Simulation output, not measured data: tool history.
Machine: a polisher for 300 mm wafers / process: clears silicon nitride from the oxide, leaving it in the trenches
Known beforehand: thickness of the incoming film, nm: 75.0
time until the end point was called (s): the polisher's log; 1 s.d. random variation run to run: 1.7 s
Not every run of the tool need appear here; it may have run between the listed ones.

| run | hour | flow of slurry (ml/min) | pressure of the wafer on the pad (kPa) | speed of the pad under the wafer (m/s) | overpolish time after the end point (s) | time until the end point was called (s) |
|---|---|---|---|---|---|---|
| 1 | 0.0 | 300 | 19.3 | 1.02 | 4 | 69.395 |
| 2 | 1.4 | 345 | 19.3 | 1.02 | 4 | 66.472 |
| 3 | 2.2 | 340 | 17.9 | 1.00 | 4 | 72.326 |
| 4 | 5.4 | 340 | 14.5 | 1.00 | 4 | 89.783 |
| 5 | 8.7 | 340 | 14.5 | 1.16 | 4 | 78.028 |
| 6 | 12.5 | 340 | 14.5 | 1.16 | 4 | 79.214 |
| 7 | 15.3 | 335 | 13.8 | 1.14 | 4 | 84.577 |
| 8 | 20.7 | 330 | 9.0 | 0.94 | 4 | 141.050 |

Run 9 has not been measured yet. What should we expect?
| 9 | 23.2 | 335 | 9.0 | 0.94 | 4 | ? |

time until the end point was called (s): 140.830

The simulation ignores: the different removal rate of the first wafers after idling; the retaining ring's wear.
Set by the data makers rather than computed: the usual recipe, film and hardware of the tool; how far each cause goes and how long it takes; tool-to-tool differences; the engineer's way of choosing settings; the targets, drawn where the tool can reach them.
